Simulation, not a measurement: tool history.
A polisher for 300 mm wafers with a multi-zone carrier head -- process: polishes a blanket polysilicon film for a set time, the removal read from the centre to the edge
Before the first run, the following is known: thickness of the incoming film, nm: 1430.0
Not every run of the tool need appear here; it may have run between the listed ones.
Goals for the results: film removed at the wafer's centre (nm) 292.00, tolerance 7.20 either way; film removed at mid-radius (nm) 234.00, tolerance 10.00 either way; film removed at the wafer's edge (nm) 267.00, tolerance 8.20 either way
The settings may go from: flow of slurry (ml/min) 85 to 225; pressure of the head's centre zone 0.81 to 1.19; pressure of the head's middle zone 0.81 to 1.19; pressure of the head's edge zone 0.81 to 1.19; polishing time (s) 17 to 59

run  hour  flow of slurry (ml/min)  pressure of the head's centre zone  pressure of the head's middle zone  pressure of the head's edge zone  polishing time (s)  film removed at the wafer's centre (nm)  film removed at mid-radius (nm)  film removed at the wafer's edge (nm)
  1   0.0                      145                                1.00                                1.00                              1.00                  38                                   391.09                           396.59                                 388.14
  2   1.1                      135                                1.02                                0.94                              0.98                  34                                   346.38                           330.13                                 346.11
  3   9.8                      130                                1.05                                0.90                              0.94                  31                                   324.38                           294.84                                 303.60
  4  17.6                      120                                1.07                                0.87                              0.95                  30                                   311.98                           264.55                                 289.70
  5  25.4                      120                                1.07                                0.96                              0.95                  30                                   315.47                           287.28                                 293.90
  6  27.4                      110                                1.08                                0.92                              0.94                  30                                   307.12                           272.57                                 286.79
  7  32.9                      105                                1.09                                0.89                              0.94                  30                                   304.37                           262.42                                 283.26
  8  33.6                      100                                1.10                                0.87                              0.93                  30                                   305.37                           254.74                                 283.88
  9  41.8                       95                                1.10                                0.86                              0.92                  30                                   298.73                           249.49                                 274.76

Pick the move, out of 5, that brings all results within their allowed miss; only one does.
  A  50.0                      150                                1.09                                0.83                              0.99                  26                                        ?                                ?                                      ?
  B  50.0                       90                                1.17                                0.92                              0.82                  31                                        ?                                ?                                      ?
  C  50.0                       90                                1.12                                0.81                              0.97                  31                                        ?                                ?                                      ?
  D  50.0                       95                                1.15                                0.86                              0.84                  30                                        ?                                ?                                      ?
  E  50.0                       85                                1.04                                0.84                              0.86                  33                                        ?                                ?                                      ?

move  film removed at the wafer's centre (nm)  film removed at mid-radius (nm)  film removed at the wafer's edge (nm)
   A                                   291.97                           234.77                                 267.78
   B                                   316.72                           263.46                                 264.73
   C                                   302.86                           237.23                                 286.27
   D                                   308.17                           246.00                                 262.56
   E                                   291.47                           254.48                                 283.93
A: hits every target within its allowed miss
B: moves away from the targets compared with the last run
C: gets the furthest-off result to its target, but another result is out of tolerance
D: moves away from the targets compared with the last run
E: moves away from the targets compared with the last run
A meets every target.

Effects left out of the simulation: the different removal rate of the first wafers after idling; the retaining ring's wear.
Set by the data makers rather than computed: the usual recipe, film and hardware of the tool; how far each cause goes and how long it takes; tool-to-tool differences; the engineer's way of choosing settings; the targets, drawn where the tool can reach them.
